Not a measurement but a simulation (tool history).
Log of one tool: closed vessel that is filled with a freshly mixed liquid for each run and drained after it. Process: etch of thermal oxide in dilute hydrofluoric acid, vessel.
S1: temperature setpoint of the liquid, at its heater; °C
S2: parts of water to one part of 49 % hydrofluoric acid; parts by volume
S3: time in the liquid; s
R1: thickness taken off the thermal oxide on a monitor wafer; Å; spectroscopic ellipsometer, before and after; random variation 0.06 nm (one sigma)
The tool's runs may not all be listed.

run	hour	S1	S2	S3	R1
1	0.0	25.0	145	360	124.870
2	2.1	25.0	145	190	65.663
3	5.1	25.0	145	190	65.920
4	12.2	25.0	195	190	46.148
5	20.3	25.0	245	190	34.921
6	27.9	25.0	245	190	34.985
7	35.3	26.0	215	190	42.829
8	37.4	26.0	185	200	53.758
9	46.5	26.0	160	210	67.450
10	50.9	26.5	140	210	80.396

The next listed run, before its measurement:
11	54.9	27.0	125	210	?

{"run 11": {"R1": 94.098}}
